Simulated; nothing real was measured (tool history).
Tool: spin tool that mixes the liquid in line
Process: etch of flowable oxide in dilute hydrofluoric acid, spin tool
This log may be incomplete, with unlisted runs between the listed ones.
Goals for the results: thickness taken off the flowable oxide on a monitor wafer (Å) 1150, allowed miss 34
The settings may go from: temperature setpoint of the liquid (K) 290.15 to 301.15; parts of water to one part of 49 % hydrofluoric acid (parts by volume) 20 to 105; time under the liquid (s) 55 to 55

run	hour	temperature setpoint of the liquid (K)	parts of water to one part of 49 % hydrofluoric acid (parts by volume)	time under the liquid (s)	thickness taken off the flowable oxide on a monitor wafer (Å)
1	0	293.15	55	55	455.92
2	6.1	295.65	45	55	633.07
3	8.7	297.15	45	55	670.91
4	9.6	298.15	40	55	789.29
5	18.5	299.15	35	55	948.8
6	24.1	299.15	20	55	1696.4
7	26.7	296.65	20	55	1523.2
8	32.2	295.15	20	55	1427.8
9	34.2	293.65	20	55	1346.4
10	36.9	292.65	20	55	1288.2

4 candidate next runs follow, results not yet known. Just one meets every target within its allowed miss. Identify it.
A	39.6	293.15	25	55	?
B	39.6	295.65	25	55	?
C	39.6	294.15	25	55	?
D	39.6	292.15	20	55	?

move	thickness taken off the flowable oxide on a monitor wafer (Å)
A	1045.2
B	1163.5
C	1091.3
D	1258.3
A: takes the biggest miss from the last run beyond its target
B: all results in spec
C: takes the biggest miss from the last run beyond its target
D: closer than the last run, but not yet in spec
Go with B: it meets all targets.
